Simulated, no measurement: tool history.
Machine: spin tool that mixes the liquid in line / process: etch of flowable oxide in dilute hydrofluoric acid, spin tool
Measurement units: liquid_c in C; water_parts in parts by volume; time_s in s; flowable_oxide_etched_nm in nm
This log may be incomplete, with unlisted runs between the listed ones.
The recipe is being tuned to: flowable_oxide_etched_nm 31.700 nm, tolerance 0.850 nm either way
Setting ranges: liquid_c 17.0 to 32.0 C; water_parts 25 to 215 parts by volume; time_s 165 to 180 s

run	hour	liquid_c	water_parts	time_s	flowable_oxide_etched_nm
1	0.0	24.0	120	165	55.544
2	2.2	23.0	125	165	50.818
3	11.0	20.0	125	165	45.544
4	13.8	20.0	85	165	70.162
5	16.4	20.0	125	165	45.481
6	18.6	18.5	125	165	42.745
7	27.6	18.5	130	165	40.816
8	34.7	17.5	140	165	36.361

Pick the move, out of 5, that brings all results within their allowed miss; only one does.
A	41.8	18.5	175	165	?
B	41.8	17.5	160	170	?
C	41.8	17.5	130	180	?
D	41.8	17.0	165	165	?
E	41.8	17.0	160	165	?

move	flowable_oxide_etched_nm
A	29.024
B	31.880
C	42.794
D	29.261
E	30.319
A: moves the result that the last run missed by most past its target, out the other side
B: every result lands within tolerance
C: the biggest miss grows against the last run
D: moves the result that the last run missed by most past its target, out the other side
E: moves the result that the last run missed by most past its target, out the other side
B is the move that brings every result within its allowed miss.
